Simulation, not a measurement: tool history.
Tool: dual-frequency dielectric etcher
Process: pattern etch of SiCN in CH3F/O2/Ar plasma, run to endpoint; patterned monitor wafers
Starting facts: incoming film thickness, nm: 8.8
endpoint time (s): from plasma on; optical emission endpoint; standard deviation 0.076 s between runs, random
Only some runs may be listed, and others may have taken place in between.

Run 1, day 0: source power (W) 300, bias power (W) 102. Result: endpoint time (s) 24.194.
Run 2, day 0.171: source power (W) 310, bias power (W) 102. Result: endpoint time (s) 23.932.
Run 3, day 0.417: source power (W) 320, bias power (W) 103. Result: endpoint time (s) 23.579.
Run 4, day 0.521: source power (W) 330, bias power (W) 104. Result: endpoint time (s) 23.164.
Run 5, day 0.733: source power (W) 280, bias power (W) 104. Result: endpoint time (s) 24.945.
Run 6, day 0.971: source power (W) 280, bias power (W) 93. Result: endpoint time (s) 25.917.
Run 7, day 1.271: source power (W) 300, bias power (W) 94. Result: endpoint time (s) 25.029.

Forecast run 8:
At day 1.546: bias power generator calibrated.
Run 8, day 1.546: source power (W) 360, bias power (W) 101. Result: endpoint time (s) ?.

endpoint time (s): 23.075
